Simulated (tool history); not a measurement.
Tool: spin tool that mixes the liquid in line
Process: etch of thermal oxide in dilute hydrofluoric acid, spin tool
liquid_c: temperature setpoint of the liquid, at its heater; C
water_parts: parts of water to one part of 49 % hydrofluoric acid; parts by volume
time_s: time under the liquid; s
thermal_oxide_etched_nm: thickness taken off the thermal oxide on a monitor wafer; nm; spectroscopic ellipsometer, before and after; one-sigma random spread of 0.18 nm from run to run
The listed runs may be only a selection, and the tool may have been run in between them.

run,hour,liquid_c,water_parts,time_s,thermal_oxide_etched_nm
1,0.0,26.0,65,195,13.991
2,7.8,26.0,65,210,15.079
3,11.5,27.0,65,210,15.643
4,16.0,28.0,65,210,16.337
5,20.8,28.0,85,210,12.468
6,27.1,28.0,85,210,12.350
7,30.2,32.0,70,210,17.718
8,31.3,32.0,70,210,17.892

Run 9 comes next. What will it give?
9,37.5,32.5,70,210,?

thermal_oxide_etched_nm: 18.234 nm
